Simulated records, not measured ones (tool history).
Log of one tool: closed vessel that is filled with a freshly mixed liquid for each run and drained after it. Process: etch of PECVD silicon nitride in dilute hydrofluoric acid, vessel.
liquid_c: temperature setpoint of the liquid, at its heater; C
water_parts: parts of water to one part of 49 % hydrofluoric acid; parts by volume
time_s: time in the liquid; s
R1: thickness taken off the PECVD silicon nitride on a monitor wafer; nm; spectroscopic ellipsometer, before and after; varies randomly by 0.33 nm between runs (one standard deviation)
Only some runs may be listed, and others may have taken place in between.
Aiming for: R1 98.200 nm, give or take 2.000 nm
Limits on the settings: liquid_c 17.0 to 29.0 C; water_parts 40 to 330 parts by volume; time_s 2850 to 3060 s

{"run": 1, "hour": 0.0, "liquid_c": 21.0, "water_parts": 185, "time_s": 2850, "R1": 38.8}
{"run": 2, "hour": 2.5, "liquid_c": 22.5, "water_parts": 170, "time_s": 2850, "R1": 46.623}
{"run": 3, "hour": 4.4, "liquid_c": 22.5, "water_parts": 170, "time_s": 2850, "R1": 46.648}
{"run": 4, "hour": 10.4, "liquid_c": 24.0, "water_parts": 160, "time_s": 2850, "R1": 54.479}
{"run": 5, "hour": 20.0, "liquid_c": 24.0, "water_parts": 160, "time_s": 3060, "R1": 58.268}
{"run": 6, "hour": 28.4, "liquid_c": 22.5, "water_parts": 160, "time_s": 3060, "R1": 53.034}
{"run": 7, "hour": 37.8, "liquid_c": 24.0, "water_parts": 155, "time_s": 3060, "R1": 60.143}
{"run": 8, "hour": 41.3, "liquid_c": 28.0, "water_parts": 120, "time_s": 3060, "R1": 100.36}

Which one of the following 5 next-run settings gets every result inside its allowed miss? There is exactly one.
{"run": "A", "hour": 44.8, "liquid_c": 24.0, "water_parts": 90, "time_s": 2895, "R1": "?"}
{"run": "B", "hour": 44.8, "liquid_c": 26.5, "water_parts": 110, "time_s": 2880, "R1": "?"}
{"run": "C", "hour": 44.8, "liquid_c": 27.0, "water_parts": 120, "time_s": 3060, "R1": "?"}
{"run": "D", "hour": 44.8, "liquid_c": 25.5, "water_parts": 100, "time_s": 3060, "R1": "?"}
{"run": "E", "hour": 44.8, "liquid_c": 26.0, "water_parts": 115, "time_s": 3060, "R1": "?"}

move=A R1=97.514
move=B R1=93.603
move=C R1=94.152
move=D R1=102.480
move=E R1=92.137
A: each result inside its tolerance
B: the result that was furthest off in the last run now lies on the other side of its target
C: the result that was furthest off in the last run now lies on the other side of its target
D: moves away from the targets compared with the last run
E: the result that was furthest off in the last run now lies on the other side of its target
A is the move that brings every result within its allowed miss.
